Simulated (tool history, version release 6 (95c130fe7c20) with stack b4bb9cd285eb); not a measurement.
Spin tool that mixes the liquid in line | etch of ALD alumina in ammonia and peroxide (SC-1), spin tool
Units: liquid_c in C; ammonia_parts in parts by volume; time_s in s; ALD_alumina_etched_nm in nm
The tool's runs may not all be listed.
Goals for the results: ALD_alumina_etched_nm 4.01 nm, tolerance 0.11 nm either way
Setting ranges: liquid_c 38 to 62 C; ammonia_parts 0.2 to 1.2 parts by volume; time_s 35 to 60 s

run,hour,liquid_c,ammonia_parts,time_s,ALD_alumina_etched_nm
1,0,46,0.85,60,1.9298
2,8.9,50.5,0.85,60,2.4424
3,9.6,52,0.85,60,2.6916
4,12,53,0.85,60,2.8126
5,17.9,54,0.85,60,2.9695
6,19.4,54,1.1,60,3.029
7,21.3,55,1.1,60,3.2016
8,29.9,55.5,1.1,60,3.2817
9,36.4,56,1.1,60,3.375
10,39.5,56,1.1,60,3.3707

Which of these 4 next moves meets every target?
A,42.6,60.5,1,60,?
B,42.6,62,0.95,60,?
C,42.6,60.5,1.2,60,?
D,42.6,59,1.15,60,?

move,ALD_alumina_etched_nm
A,4.2534
B,4.5685
C,4.3275
D,3.9903
A: moves the result that the last run missed by most past its target, out the other side
B: moves the result that the last run missed by most past its target, out the other side
C: moves the result that the last run missed by most past its target, out the other side
D: hits every target within its allowed miss
Move D is the one to make.
